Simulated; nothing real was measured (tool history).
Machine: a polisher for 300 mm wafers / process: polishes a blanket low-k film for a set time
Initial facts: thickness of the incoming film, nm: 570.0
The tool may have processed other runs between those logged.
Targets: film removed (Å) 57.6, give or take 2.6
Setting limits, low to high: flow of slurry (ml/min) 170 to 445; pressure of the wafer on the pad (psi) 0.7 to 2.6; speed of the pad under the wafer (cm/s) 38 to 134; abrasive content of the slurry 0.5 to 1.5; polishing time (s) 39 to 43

| run | hour | flow of slurry (ml/min) | pressure of the wafer on the pad (psi) | speed of the pad under the wafer (cm/s) | abrasive content of the slurry | polishing time (s) | film removed (Å) |
|---|---|---|---|---|---|---|---|
| 1 | 0 | 285 | 1.6 | 86 | 1 | 43 | 106.99 |
| 2 | 3.1 | 285 | 1.6 | 102 | 1 | 43 | 120.86 |
| 3 | 5.8 | 285 | 1.6 | 110 | 1 | 43 | 122.94 |
| 4 | 10.6 | 240 | 1.6 | 110 | 1 | 43 | 123.75 |
| 5 | 15.9 | 240 | 1.4 | 104 | 1 | 43 | 107.25 |
| 6 | 23.8 | 240 | 1 | 104 | 1 | 43 | 79.307 |
| 7 | 28.6 | 240 | 0.9 | 102 | 1 | 43 | 72.872 |
| 8 | 32.1 | 240 | 0.9 | 100 | 1 | 43 | 71.667 |
| 9 | 37.9 | 240 | 0.9 | 98 | 1 | 43 | 72.109 |
| 10 | 45.2 | 240 | 0.9 | 96 | 1 | 43 | 69.94 |
| 11 | 46.4 | 240 | 0.9 | 94 | 1 | 43 | 67.662 |
| 12 | 51.2 | 240 | 0.8 | 92 | 1 | 43 | 60.738 |

Below are 5 possible settings for the next run. Only one of them brings all results inside the allowed miss of their targets. Which is it?
| A | 56 | 170 | 0.7 | 122 | 1.15 | 43 | ? |
| B | 56 | 225 | 0.9 | 74 | 1 | 43 | ? |
| C | 56 | 175 | 1.2 | 80 | 0.7 | 43 | ? |
| D | 56 | 240 | 0.8 | 108 | 1 | 42 | ? |
| E | 56 | 240 | 0.8 | 90 | 1.15 | 43 | ? |

| move | film removed (Å) |
|---|---|
| A | 68.815 |
| B | 59.372 |
| C | 64.455 |
| D | 68.497 |
| E | 65.799 |
A: moves away from the targets compared with the last run
B: meets every target
C: moves away from the targets compared with the last run
D: moves away from the targets compared with the last run
E: moves away from the targets compared with the last run
So the answer is move B, the one that meets all the targets.
